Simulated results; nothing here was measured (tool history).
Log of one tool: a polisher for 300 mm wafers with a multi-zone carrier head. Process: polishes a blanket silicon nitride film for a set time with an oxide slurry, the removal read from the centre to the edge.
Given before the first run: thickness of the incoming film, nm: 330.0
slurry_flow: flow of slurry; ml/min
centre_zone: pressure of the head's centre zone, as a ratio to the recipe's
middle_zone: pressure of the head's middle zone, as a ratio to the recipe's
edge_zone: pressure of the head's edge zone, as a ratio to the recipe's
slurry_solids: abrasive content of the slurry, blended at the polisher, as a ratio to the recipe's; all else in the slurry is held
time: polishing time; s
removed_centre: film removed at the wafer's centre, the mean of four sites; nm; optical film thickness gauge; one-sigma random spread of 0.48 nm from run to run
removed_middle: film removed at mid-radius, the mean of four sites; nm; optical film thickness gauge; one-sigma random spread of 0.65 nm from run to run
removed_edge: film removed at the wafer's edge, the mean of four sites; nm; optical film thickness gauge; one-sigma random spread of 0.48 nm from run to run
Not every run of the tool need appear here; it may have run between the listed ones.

{"run": 1, "day": 0.0, "slurry_flow": 210, "centre_zone": 1.0, "middle_zone": 1.0, "edge_zone": 1.0, "slurry_solids": 1.0, "time": 63, "removed_centre": 46.83, "removed_middle": 46.503, "removed_edge": 45.187}
{"run": 2, "day": 0.096, "slurry_flow": 210, "centre_zone": 1.0, "middle_zone": 1.08, "edge_zone": 1.0, "slurry_solids": 1.0, "time": 63, "removed_centre": 45.605, "removed_middle": 49.199, "removed_edge": 45.037}
{"run": 3, "day": 0.221, "slurry_flow": 230, "centre_zone": 1.07, "middle_zone": 1.05, "edge_zone": 1.04, "slurry_solids": 1.05, "time": 63, "removed_centre": 51.006, "removed_middle": 49.154, "removed_edge": 47.221}
{"run": 4, "day": 0.425, "slurry_flow": 230, "centre_zone": 1.07, "middle_zone": 1.05, "edge_zone": 1.12, "slurry_solids": 1.05, "time": 63, "removed_centre": 50.538, "removed_middle": 49.33, "removed_edge": 49.29}
{"run": 5, "day": 0.675, "slurry_flow": 245, "centre_zone": 1.11, "middle_zone": 1.03, "edge_zone": 1.11, "slurry_solids": 1.1, "time": 63, "removed_centre": 54.91, "removed_middle": 51.073, "removed_edge": 49.776}
{"run": 6, "day": 0.858, "slurry_flow": 245, "centre_zone": 1.11, "middle_zone": 1.03, "edge_zone": 1.11, "slurry_solids": 1.3, "time": 63, "removed_centre": 58.042, "removed_middle": 55.608, "removed_edge": 54.964}
{"run": 7, "day": 1.017, "slurry_flow": 245, "centre_zone": 1.14, "middle_zone": 0.99, "edge_zone": 1.1, "slurry_solids": 1.25, "time": 63, "removed_centre": 58.436, "removed_middle": 51.971, "removed_edge": 52.213}
{"run": 8, "day": 1.383, "slurry_flow": 255, "centre_zone": 1.16, "middle_zone": 0.96, "edge_zone": 1.09, "slurry_solids": 1.25, "time": 63, "removed_centre": 60.614, "removed_middle": 51.046, "removed_edge": 53.558}

What does the tool deliver on the next run?
{"run": 9, "day": 1.75, "slurry_flow": 255, "centre_zone": 1.17, "middle_zone": 0.95, "edge_zone": 1.06, "slurry_solids": 1.25, "time": 63, "removed_centre": "?", "removed_middle": "?", "removed_edge": "?"}

Run 9 gave removed_centre 61.018 nm, removed_middle 50.279 nm, removed_edge 52.062 nm.
